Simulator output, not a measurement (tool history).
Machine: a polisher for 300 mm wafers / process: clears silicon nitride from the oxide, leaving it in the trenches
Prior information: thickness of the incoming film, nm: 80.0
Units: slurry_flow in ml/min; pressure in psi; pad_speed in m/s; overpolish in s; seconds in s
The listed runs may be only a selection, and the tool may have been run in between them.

run,day,slurry_flow,pressure,pad_speed,overpolish,seconds
1,0.000,180,2.9,1.06,7,71.261
2,0.188,180,3.5,1.06,7,62.464
3,0.525,145,3.5,1.06,7,65.890
4,0.896,155,3.5,1.06,7,65.440
5,0.962,165,3.5,1.06,7,63.530
6,1.250,165,4.2,1.06,7,54.773

Run 7 comes next. What will it give?
7,1.350,160,4.2,1.06,7,?

Logged for run 7: seconds 55.384 s.
